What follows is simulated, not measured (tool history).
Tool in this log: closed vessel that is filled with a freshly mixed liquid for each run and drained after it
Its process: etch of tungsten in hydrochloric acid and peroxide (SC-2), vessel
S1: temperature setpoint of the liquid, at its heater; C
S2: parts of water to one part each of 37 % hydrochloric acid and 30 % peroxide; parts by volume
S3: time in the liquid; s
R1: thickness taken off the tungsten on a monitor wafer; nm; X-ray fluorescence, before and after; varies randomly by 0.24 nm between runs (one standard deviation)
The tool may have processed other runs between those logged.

run 1 day=0 | S1=55 S2=6 S3=155 | R1=56.214
run 2 day=0.129 | S1=53.5 S2=6 S3=155 | R1=51.737
run 3 day=0.496 | S1=52.5 S2=6 S3=155 | R1=47.889
run 4 day=0.658 | S1=51.5 S2=6 S3=155 | R1=45.361
run 5 day=0.704 | S1=51.5 S2=6 S3=155 | R1=44.59
run 6 day=0.933 | S1=51 S2=6 S3=155 | R1=43.577
run 7 day=1.071 | S1=48 S2=6 S3=155 | R1=35.464

Forecast run 8:
run 8 day=1.188 | S1=48 S2=6 S3=155 | R1=?

{"run 8": {"R1": 35.267}}
